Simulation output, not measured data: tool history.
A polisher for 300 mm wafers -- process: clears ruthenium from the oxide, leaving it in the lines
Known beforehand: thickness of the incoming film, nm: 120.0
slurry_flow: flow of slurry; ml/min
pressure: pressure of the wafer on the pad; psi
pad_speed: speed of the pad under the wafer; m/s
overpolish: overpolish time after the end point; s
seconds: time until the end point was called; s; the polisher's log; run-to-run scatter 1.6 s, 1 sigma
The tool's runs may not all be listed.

{"run": 1, "hour": 0.0, "slurry_flow": 215, "pressure": 2.3, "pad_speed": 1.06, "overpolish": 41, "seconds": 97.545}
{"run": 2, "hour": 3.4, "slurry_flow": 215, "pressure": 2.1, "pad_speed": 1.06, "overpolish": 41, "seconds": 106.37}
{"run": 3, "hour": 6.0, "slurry_flow": 255, "pressure": 2.1, "pad_speed": 1.06, "overpolish": 41, "seconds": 104.64}
{"run": 4, "hour": 10.9, "slurry_flow": 255, "pressure": 1.9, "pad_speed": 1.06, "overpolish": 41, "seconds": 113.97}
{"run": 5, "hour": 11.7, "slurry_flow": 255, "pressure": 1.7, "pad_speed": 1.06, "overpolish": 41, "seconds": 128.3}
{"run": 6, "hour": 15.3, "slurry_flow": 275, "pressure": 1.7, "pad_speed": 1.06, "overpolish": 41, "seconds": 125.49}
{"run": 7, "hour": 21.0, "slurry_flow": 275, "pressure": 1.6, "pad_speed": 1.06, "overpolish": 41, "seconds": 133.32}
{"run": 8, "hour": 27.4, "slurry_flow": 275, "pressure": 1.5, "pad_speed": 1.06, "overpolish": 41, "seconds": 142.18}
{"run": 9, "hour": 31.6, "slurry_flow": 270, "pressure": 1.4, "pad_speed": 1.06, "overpolish": 41, "seconds": 151.31}
{"run": 10, "hour": 34.7, "slurry_flow": 265, "pressure": 1.4, "pad_speed": 1.06, "overpolish": 41, "seconds": 153.79}

Estimate the outcome of run 11 from the log above:
{"run": 11, "hour": 41.0, "slurry_flow": 260, "pressure": 1.4, "pad_speed": 1.06, "overpolish": 41, "seconds": "?"}

Run 11 produced seconds 152.5 s.

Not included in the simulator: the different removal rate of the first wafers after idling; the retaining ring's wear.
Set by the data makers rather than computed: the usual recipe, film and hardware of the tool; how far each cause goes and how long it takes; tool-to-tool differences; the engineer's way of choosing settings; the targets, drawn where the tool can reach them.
